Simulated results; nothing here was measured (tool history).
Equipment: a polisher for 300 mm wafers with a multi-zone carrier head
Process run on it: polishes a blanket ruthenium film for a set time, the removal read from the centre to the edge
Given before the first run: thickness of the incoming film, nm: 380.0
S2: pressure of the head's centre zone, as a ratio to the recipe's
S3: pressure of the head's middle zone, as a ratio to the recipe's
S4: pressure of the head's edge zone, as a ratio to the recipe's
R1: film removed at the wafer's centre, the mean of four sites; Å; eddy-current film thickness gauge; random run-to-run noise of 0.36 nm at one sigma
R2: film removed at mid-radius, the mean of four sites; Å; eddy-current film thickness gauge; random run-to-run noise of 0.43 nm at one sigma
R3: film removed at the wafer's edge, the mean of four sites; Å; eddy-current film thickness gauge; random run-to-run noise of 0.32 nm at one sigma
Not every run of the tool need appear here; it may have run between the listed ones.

Run 1, hour 0: flow of slurry (ml/min) 285, S2 1, S3 1, S4 1, polishing time (s) 39. Result: R1 353.09 Å, R2 351.1 Å, R3 362.97 Å.
Run 2, hour 8: flow of slurry (ml/min) 300, S2 1.03, S3 1.03, S4 1.02, polishing time (s) 41. Result: R1 389 Å, R2 376.39 Å, R3 389.01 Å.
Run 3, hour 16.2: flow of slurry (ml/min) 310, S2 1.05, S3 1.06, S4 1.02, polishing time (s) 43. Result: R1 418.1 Å, R2 404.34 Å, R3 406.34 Å.
Run 4, hour 24.7: flow of slurry (ml/min) 310, S2 1.05, S3 1.06, S4 0.96, polishing time (s) 43. Result: R1 416.64 Å, R2 400.43 Å, R3 393.86 Å.
Run 5, hour 27.2: flow of slurry (ml/min) 315, S2 1.07, S3 1.08, S4 0.97, polishing time (s) 44. Result: R1 429.4 Å, R2 414.03 Å, R3 404.61 Å.
Run 6, hour 29.7: flow of slurry (ml/min) 325, S2 1.09, S3 1.1, S4 0.98, polishing time (s) 45. Result: R1 454.02 Å, R2 433.96 Å, R3 415.69 Å.
Run 7, hour 31.5: flow of slurry (ml/min) 335, S2 1.11, S3 1.11, S4 1, polishing time (s) 46. Result: R1 473.22 Å, R2 442.24 Å, R3 433.68 Å.
Run 8, hour 39.5: flow of slurry (ml/min) 335, S2 1.12, S3 1.12, S4 1, polishing time (s) 47. Result: R1 484.02 Å, R2 466.76 Å, R3 441.38 Å.
Run 9, hour 45.1: flow of slurry (ml/min) 345, S2 1.13, S3 1.12, S4 1, polishing time (s) 48. Result: R1 502.85 Å, R2 472.13 Å, R3 450.53 Å.

For run 10, what comes out?
Run 10, hour 51.4: flow of slurry (ml/min) 345, S2 1.14, S3 1.13, S4 1.01, polishing time (s) 49. Result: R1 ?, R2 ?, R3 ?.

{"run 10": {"R1": 521.36, "R2": 483.63, "R3": 460.61}}
